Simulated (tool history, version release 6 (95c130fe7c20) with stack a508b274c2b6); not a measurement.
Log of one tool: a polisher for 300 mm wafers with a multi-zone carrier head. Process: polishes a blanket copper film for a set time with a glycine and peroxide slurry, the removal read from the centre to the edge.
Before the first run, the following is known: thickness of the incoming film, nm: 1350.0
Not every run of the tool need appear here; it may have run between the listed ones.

run	hour	flow of slurry (ml/min)	pressure of the head's centre zone	pressure of the head's middle zone	pressure of the head's edge zone	polishing time (s)	film removed at the wafer's centre (Å)	film removed at mid-radius (Å)	film removed at the wafer's edge (Å)
1	0	260	1	1	1	65	3401.6	3610.8	3676.4
2	3.2	265	1.01	1.02	1.04	67	3630.8	3704.5	3807.3
3	8	270	0.99	1.03	1.05	69	3683.8	3946.9	4003.8
4	12.5	270	1.03	1.03	1.05	69	3792.7	4000.4	4005.4
5	19	280	1.02	1.04	1.08	70	3716.6	4084.2	4075
6	24.3	280	1.06	1.04	1.08	70	3841.7	3906.9	4036.3
7	27.5	280	1.05	1.04	1.09	71	3873.1	4162.2	4124.5
8	30.7	280	1.04	1.03	1.1	72	3956.2	4164.3	4210.1

What will run 9 give?
9	35	280	1.03	1.03	1.11	73	?	?	?

film removed at the wafer's centre (Å): 3993.4
film removed at mid-radius (Å): 4236.9
film removed at the wafer's edge (Å): 4340.5

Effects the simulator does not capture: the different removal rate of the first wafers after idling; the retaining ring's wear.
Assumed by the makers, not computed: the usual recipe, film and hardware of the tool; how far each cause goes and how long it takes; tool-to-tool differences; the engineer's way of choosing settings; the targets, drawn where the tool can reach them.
